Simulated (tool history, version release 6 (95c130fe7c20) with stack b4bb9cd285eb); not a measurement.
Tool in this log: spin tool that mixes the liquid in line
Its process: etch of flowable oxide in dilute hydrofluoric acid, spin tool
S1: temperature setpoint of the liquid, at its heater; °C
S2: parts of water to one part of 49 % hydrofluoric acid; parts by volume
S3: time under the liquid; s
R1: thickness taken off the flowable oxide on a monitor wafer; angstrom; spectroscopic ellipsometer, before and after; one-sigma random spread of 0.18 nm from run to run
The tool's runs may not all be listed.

run  hour    S1   S2  S3      R1
  1     0    21  160  75      93
  2   8.4  22.5  145  75  110.32
  3    16    24  145  75  115.69
  4  23.8    24  145  75  116.89
  5  28.6    25  135  75  131.29
  6    30    25  135  55  98.002
  7  38.2  25.5  110  55  125.52
  8    45    26   95  55  149.84
  9  45.8  26.5   90  55  161.63
 10  48.5    27   85  55  176.75

Run 11 has not been measured yet. What should we expect?
 11  56.8  27.5  85  55   ?

R1: 181.68 angstrom
